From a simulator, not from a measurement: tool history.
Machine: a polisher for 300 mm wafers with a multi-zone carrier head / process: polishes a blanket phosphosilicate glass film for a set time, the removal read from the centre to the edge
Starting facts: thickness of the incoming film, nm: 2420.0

run	day	flow of slurry (ml/min)	pressure of the head's centre zone	pressure of the head's middle zone	pressure of the head's edge zone	abrasive content of the slurry	polishing time (s)	film removed at the wafer's centre (angstrom)	film removed at mid-radius (angstrom)	film removed at the wafer's edge (angstrom)
1	0.000	255	1.00	1.00	1.00	1.0	64	4915.0	4879.4	4980.9
2	0.212	250	1.00	0.97	1.00	0.9	64	4746.9	4593.3	4783.2
3	0.317	250	1.00	0.97	1.00	1.1	64	5012.9	4845.9	5143.3
4	0.525	310	1.00	0.97	1.00	1.1	64	5234.6	5060.8	5254.8
5	0.675	275	1.00	0.97	1.00	1.1	64	5129.7	4969.4	5249.7
6	0.908	325	1.00	0.97	1.00	1.1	64	5167.1	5030.9	5389.3
7	1.225	325	1.00	0.97	1.00	1.1	64	5142.5	5052.8	5407.1
8	1.329	325	1.00	0.97	1.00	1.1	64	5261.8	5102.5	5397.2

Estimate the outcome of run 9 from the log above:
9	1.600	315	1.00	0.94	1.01	1.0	63	?	?	?

Run 9 measured film removed at the wafer's centre (angstrom) 5064.8, film removed at mid-radius (angstrom) 4708.4, film removed at the wafer's edge (angstrom) 5103.0.
